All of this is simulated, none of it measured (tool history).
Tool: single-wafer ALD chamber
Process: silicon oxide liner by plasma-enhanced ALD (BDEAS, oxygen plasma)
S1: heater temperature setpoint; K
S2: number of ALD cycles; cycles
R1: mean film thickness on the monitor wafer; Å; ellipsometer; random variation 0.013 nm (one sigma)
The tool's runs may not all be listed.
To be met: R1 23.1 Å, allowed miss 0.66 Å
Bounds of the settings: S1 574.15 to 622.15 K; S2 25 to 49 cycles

{"run": 1, "hour": 0.0, "S1": 598.15, "S2": 37, "R1": 31.159}
{"run": 2, "hour": 1.8, "S1": 593.15, "S2": 37, "R1": 31.467}
{"run": 3, "hour": 9.0, "S1": 597.15, "S2": 37, "R1": 31.464}
{"run": 4, "hour": 12.1, "S1": 597.15, "S2": 35, "R1": 29.44}
{"run": 5, "hour": 20.2, "S1": 591.15, "S2": 35, "R1": 29.85}
{"run": 6, "hour": 25.2, "S1": 584.15, "S2": 35, "R1": 30.194}
{"run": 7, "hour": 30.9, "S1": 584.15, "S2": 33, "R1": 28.749}
{"run": 8, "hour": 34.6, "S1": 585.15, "S2": 31, "R1": 27.04}

Which of these 4 next moves meets every target?
{"run": "A", "hour": 38.3, "S1": 588.15, "S2": 28, "R1": "?"}
{"run": "B", "hour": 38.3, "S1": 575.15, "S2": 26, "R1": "?"}
{"run": "C", "hour": 38.3, "S1": 588.15, "S2": 25, "R1": "?"}
{"run": "D", "hour": 38.3, "S1": 593.15, "S2": 29, "R1": "?"}

move=A R1=24.077
move=B R1=22.892
move=C R1=21.497
move=D R1=24.734
A: nearer than the last run, and not there yet
B: meets every target
C: takes the result that was furthest off past its target
D: nearer than the last run, and not there yet
Answer: B
